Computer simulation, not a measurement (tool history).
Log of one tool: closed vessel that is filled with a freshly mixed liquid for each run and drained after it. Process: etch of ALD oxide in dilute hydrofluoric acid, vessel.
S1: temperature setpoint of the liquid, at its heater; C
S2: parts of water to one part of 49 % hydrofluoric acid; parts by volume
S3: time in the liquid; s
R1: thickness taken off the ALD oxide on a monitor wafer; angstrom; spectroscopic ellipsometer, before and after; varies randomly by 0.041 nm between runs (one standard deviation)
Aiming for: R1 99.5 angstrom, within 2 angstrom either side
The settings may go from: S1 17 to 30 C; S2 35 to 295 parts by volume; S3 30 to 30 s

| run | day | S1 | S2 | S3 | R1 |
|---|---|---|---|---|---|
| 1 | 0 | 22 | 165 | 30 | 50.794 |
| 2 | 0.212 | 19 | 165 | 30 | 44.978 |
| 3 | 0.517 | 21 | 155 | 30 | 52.544 |
| 4 | 0.85 | 22.5 | 150 | 30 | 58.13 |
| 5 | 0.904 | 24 | 145 | 30 | 63.704 |
| 6 | 1.2 | 27 | 145 | 30 | 70.893 |
| 7 | 1.238 | 27.5 | 140 | 30 | 76.172 |
| 8 | 1.575 | 28 | 135 | 30 | 81.492 |
| 9 | 1.625 | 28.5 | 130 | 30 | 86.364 |
| 10 | 1.792 | 29 | 130 | 30 | 88.357 |
| 11 | 2.121 | 30 | 115 | 30 | 105.06 |

Which one of the following 4 next-run settings gets every result inside its allowed miss? There is exactly one.
| A | 2.45 | 30 | 110 | 30 | ? |
| B | 2.45 | 28.5 | 105 | 30 | ? |
| C | 2.45 | 30 | 125 | 30 | ? |
| D | 2.45 | 30 | 120 | 30 | ? |

| move | R1 |
|---|---|
| A | 110.56 |
| B | 110.24 |
| C | 95.305 |
| D | 99.955 |
A: the biggest miss grows against the last run
B: the biggest miss grows against the last run
C: moves the result that the last run missed by most past its target, out the other side
D: each result inside its tolerance
D meets every target.

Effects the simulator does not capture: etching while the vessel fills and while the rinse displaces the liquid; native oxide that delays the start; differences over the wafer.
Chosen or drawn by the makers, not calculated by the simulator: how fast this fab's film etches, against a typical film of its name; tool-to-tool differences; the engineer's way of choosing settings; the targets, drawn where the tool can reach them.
